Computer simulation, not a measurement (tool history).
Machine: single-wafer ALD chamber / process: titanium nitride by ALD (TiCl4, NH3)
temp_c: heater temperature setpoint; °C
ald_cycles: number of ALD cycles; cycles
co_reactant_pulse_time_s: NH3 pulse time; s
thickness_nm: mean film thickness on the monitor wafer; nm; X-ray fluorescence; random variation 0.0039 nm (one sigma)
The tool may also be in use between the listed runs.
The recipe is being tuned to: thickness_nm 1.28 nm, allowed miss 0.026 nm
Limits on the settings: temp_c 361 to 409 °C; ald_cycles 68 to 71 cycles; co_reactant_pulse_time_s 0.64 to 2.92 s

run 1 hour=0 | temp_c=385 ald_cycles=71 co_reactant_pulse_time_s=1.78 | thickness_nm=1.4445
run 2 hour=7.9 | temp_c=381 ald_cycles=71 co_reactant_pulse_time_s=1.59 | thickness_nm=1.418
run 3 hour=9.8 | temp_c=379 ald_cycles=71 co_reactant_pulse_time_s=1.44 | thickness_nm=1.4029
run 4 hour=17.5 | temp_c=371 ald_cycles=71 co_reactant_pulse_time_s=1.44 | thickness_nm=1.3845
run 5 hour=24 | temp_c=369 ald_cycles=71 co_reactant_pulse_time_s=1.34 | thickness_nm=1.3702
run 6 hour=29.5 | temp_c=369 ald_cycles=71 co_reactant_pulse_time_s=1.34 | thickness_nm=1.3744
run 7 hour=36.9 | temp_c=368 ald_cycles=71 co_reactant_pulse_time_s=1.25 | thickness_nm=1.3545
run 8 hour=44.3 | temp_c=367 ald_cycles=71 co_reactant_pulse_time_s=1.21 | thickness_nm=1.3453
run 9 hour=51.7 | temp_c=367 ald_cycles=71 co_reactant_pulse_time_s=1.18 | thickness_nm=1.3424
run 10 hour=53.2 | temp_c=367 ald_cycles=71 co_reactant_pulse_time_s=1.15 | thickness_nm=1.3362
run 11 hour=56.7 | temp_c=367 ald_cycles=71 co_reactant_pulse_time_s=1.13 | thickness_nm=1.332
run 12 hour=60.6 | temp_c=367 ald_cycles=71 co_reactant_pulse_time_s=1.13 | thickness_nm=1.3393
run 13 hour=64.3 | temp_c=367 ald_cycles=71 co_reactant_pulse_time_s=1.11 | thickness_nm=1.3249

5 next moves are on the table. One of them brings every result within its allowed miss. Which?
run A hour=68 | temp_c=371 ald_cycles=71 co_reactant_pulse_time_s=1.05 | thickness_nm=?
run B hour=68 | temp_c=368 ald_cycles=71 co_reactant_pulse_time_s=1.06 | thickness_nm=?
run C hour=68 | temp_c=368 ald_cycles=71 co_reactant_pulse_time_s=1.62 | thickness_nm=?
run D hour=68 | temp_c=361 ald_cycles=71 co_reactant_pulse_time_s=0.95 | thickness_nm=?
run E hour=68 | temp_c=366 ald_cycles=71 co_reactant_pulse_time_s=1.33 | thickness_nm=?

move=A thickness_nm=1.3325
move=B thickness_nm=1.3237
move=C thickness_nm=1.3967
move=D thickness_nm=1.2702
move=E thickness_nm=1.3605
A: the biggest miss grows against the last run
B: about as far from the targets as the last run
C: the biggest miss grows against the last run
D: each result inside its tolerance
E: the biggest miss grows against the last run
Go with D: it meets all targets.

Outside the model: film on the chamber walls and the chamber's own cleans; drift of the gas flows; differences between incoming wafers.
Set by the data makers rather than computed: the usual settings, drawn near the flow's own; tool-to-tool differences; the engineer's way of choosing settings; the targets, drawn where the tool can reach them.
